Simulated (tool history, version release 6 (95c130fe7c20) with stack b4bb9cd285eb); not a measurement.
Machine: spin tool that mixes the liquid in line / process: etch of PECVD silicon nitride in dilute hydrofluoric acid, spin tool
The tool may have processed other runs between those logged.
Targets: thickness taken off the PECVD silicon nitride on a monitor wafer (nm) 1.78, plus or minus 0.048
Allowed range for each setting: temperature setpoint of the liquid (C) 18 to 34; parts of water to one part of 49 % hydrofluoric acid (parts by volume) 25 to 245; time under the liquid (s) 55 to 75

run,day,temperature setpoint of the liquid (C),parts of water to one part of 49 % hydrofluoric acid (parts by volume),time under the liquid (s),thickness taken off the PECVD silicon nitride on a monitor wafer (nm)
1,0,26,135,75,2.6503
2,0.225,26,160,75,2.2318
3,0.467,25.5,160,75,2.1605
4,0.633,25,160,75,2.0993
5,0.762,25,130,75,2.58
# day 0.896: thermometer replaced
6,0.896,24,130,75,2.0829
7,0.958,22.5,130,75,1.8961
8,1.238,22,130,75,1.8628

Which of these 4 next moves meets every target?
A,1.517,22,135,75,?
B,1.517,26.5,160,70,?
C,1.517,24.5,140,70,?
D,1.517,18,90,70,?

move,thickness taken off the PECVD silicon nitride on a monitor wafer (nm)
A,1.7745
B,1.8706
C,1.881
D,1.876
A: meets every target
B: misses by more than the last run did
C: misses by more than the last run did
D: misses by more than the last run did
Move A is the one to make.
